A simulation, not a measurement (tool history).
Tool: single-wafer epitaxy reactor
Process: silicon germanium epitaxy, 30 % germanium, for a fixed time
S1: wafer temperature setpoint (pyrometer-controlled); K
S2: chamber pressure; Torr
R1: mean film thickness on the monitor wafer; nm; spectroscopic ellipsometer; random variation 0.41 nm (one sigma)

{"run": 1, "hour": 0.0, "S1": 868.15, "S2": 25.5, "R1": 54.084}
{"run": 2, "hour": 7.1, "S1": 868.15, "S2": 21.2, "R1": 49.704}
{"run": 3, "hour": 12.4, "S1": 872.15, "S2": 21.9, "R1": 54.668}
{"run": 4, "hour": 15.9, "S1": 866.15, "S2": 21.9, "R1": 48.238}
{"run": 5, "hour": 17.3, "S1": 870.15, "S2": 22.2, "R1": 53.303}
{"run": 6, "hour": 22.5, "S1": 864.15, "S2": 22.2, "R1": 46.356}
{"run": 7, "hour": 28.0, "S1": 868.15, "S2": 22.3, "R1": 50.766}
{"run": 8, "hour": 32.1, "S1": 872.15, "S2": 22.4, "R1": 55.334}

The next listed run, before its measurement:
{"run": 9, "hour": 37.0, "S1": 875.15, "S2": 22.5, "R1": "?"}

R1: 59.474 nm

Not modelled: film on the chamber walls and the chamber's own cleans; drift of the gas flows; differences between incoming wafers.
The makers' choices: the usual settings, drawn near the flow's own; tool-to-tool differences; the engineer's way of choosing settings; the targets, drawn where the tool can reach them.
